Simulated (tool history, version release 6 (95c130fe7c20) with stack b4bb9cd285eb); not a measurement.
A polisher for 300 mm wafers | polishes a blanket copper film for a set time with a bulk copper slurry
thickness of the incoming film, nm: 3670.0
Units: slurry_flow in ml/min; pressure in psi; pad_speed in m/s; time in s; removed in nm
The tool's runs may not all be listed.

run,hour,slurry_flow,pressure,pad_speed,slurry_solids,time,removed
1,0,135,2.5,0.86,1,59,350.4
2,7.3,130,2.4,0.86,1,59,333.78
3,11,125,2.3,0.86,1,59,312.69
4,17,125,2.3,0.86,1.1,59,322.83
5,21.5,125,2.8,0.86,1.1,59,390.68
6,24.7,120,2.6,0.86,1.1,59,361.5

Forecast run 7:
7,28,105,1.9,0.84,1.1,59,?

Run 7 gave removed 250.89 nm.

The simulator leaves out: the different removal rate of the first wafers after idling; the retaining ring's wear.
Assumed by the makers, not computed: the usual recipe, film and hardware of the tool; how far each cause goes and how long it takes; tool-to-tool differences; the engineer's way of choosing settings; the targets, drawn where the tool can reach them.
